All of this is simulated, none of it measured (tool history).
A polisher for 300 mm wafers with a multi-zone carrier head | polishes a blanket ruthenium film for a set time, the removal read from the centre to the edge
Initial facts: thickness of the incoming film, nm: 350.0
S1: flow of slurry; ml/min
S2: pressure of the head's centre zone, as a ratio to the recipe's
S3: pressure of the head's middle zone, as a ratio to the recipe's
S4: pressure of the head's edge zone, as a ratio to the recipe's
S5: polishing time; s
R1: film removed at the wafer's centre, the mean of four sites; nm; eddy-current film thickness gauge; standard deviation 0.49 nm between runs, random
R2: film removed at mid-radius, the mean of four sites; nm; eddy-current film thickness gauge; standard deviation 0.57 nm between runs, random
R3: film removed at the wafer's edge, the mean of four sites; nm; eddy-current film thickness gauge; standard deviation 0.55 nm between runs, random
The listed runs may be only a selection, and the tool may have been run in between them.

run 1 hour=0.0 | S1=250 S2=1.00 S3=1.00 S4=1.00 S5=47 | R1=51.360 R2=48.843 R3=49.254
run 2 hour=5.6 | S1=250 S2=1.04 S3=1.00 S4=1.00 S5=47 | R1=53.184 R2=49.274 R3=47.974
run 3 hour=9.0 | S1=255 S2=1.02 S3=1.00 S4=1.03 S5=48 | R1=53.370 R2=50.818 R3=51.129
run 4 hour=11.8 | S1=255 S2=1.02 S3=1.00 S4=1.03 S5=40 | R1=44.946 R2=42.084 R3=42.329
run 5 hour=16.2 | S1=260 S2=1.01 S3=0.99 S4=1.06 S5=42 | R1=46.541 R2=44.297 R3=45.320
run 6 hour=22.1 | S1=260 S2=1.05 S3=0.99 S4=1.06 S5=42 | R1=48.224 R2=44.335 R3=44.748
run 7 hour=27.4 | S1=260 S2=1.05 S3=0.99 S4=1.06 S5=42 | R1=48.304 R2=43.838 R3=45.394
run 8 hour=35.7 | S1=265 S2=1.03 S3=0.98 S4=1.08 S5=43 | R1=48.479 R2=44.726 R3=47.418
run 9 hour=41.9 | S1=275 S2=1.02 S3=0.98 S4=1.10 S5=44 | R1=49.196 R2=45.979 R3=48.828
run 10 hour=50.1 | S1=275 S2=1.00 S3=0.98 S4=1.11 S5=45 | R1=49.659 R2=47.625 R3=49.847
run 11 hour=54.9 | S1=275 S2=0.98 S3=0.97 S4=1.12 S5=46 | R1=49.561 R2=46.121 R3=51.340
run 12 hour=58.3 | S1=280 S2=0.96 S3=0.97 S4=1.13 S5=47 | R1=49.606 R2=48.015 R3=52.667
run 13 hour=62.7 | S1=285 S2=0.95 S3=0.97 S4=1.14 S5=48 | R1=50.907 R2=50.004 R3=53.679

Estimate the outcome of run 14 from the log above:
run 14 hour=68.1 | S1=280 S2=0.93 S3=0.96 S4=1.15 S5=49 | R1=? R2=? R3=?

Run 14 yielded R1 50.786 nm, R2 50.035 nm, R3 55.287 nm.
